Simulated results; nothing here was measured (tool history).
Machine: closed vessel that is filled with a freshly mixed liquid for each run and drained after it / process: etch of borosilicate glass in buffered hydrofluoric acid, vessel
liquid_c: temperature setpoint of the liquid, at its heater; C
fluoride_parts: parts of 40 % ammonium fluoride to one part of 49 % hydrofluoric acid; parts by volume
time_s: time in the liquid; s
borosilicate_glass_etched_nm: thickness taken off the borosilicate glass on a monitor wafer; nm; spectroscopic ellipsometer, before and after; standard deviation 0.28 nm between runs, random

| run | hour | liquid_c | fluoride_parts | time_s | borosilicate_glass_etched_nm |
|---|---|---|---|---|---|
| 1 | 0.0 | 22.0 | 13.5 | 90 | 71.388 |
| 2 | 8.3 | 18.5 | 13.5 | 90 | 58.997 |
| 3 | 13.2 | 20.0 | 13.5 | 90 | 64.248 |
| 4 | 20.0 | 21.0 | 13.5 | 90 | 67.746 |
| 5 | 26.4 | 22.0 | 13.5 | 90 | 71.234 |
| 6 | 34.8 | 22.0 | 13.5 | 90 | 71.459 |
| 7 | 39.9 | 23.0 | 13.5 | 90 | 75.442 |
| 8 | 41.1 | 23.5 | 13.5 | 90 | 77.651 |

What will run 9 give?
| 9 | 41.7 | 26.0 | 13.5 | 90 | ? |

Logged for run 9: borosilicate_glass_etched_nm 88.872 nm.
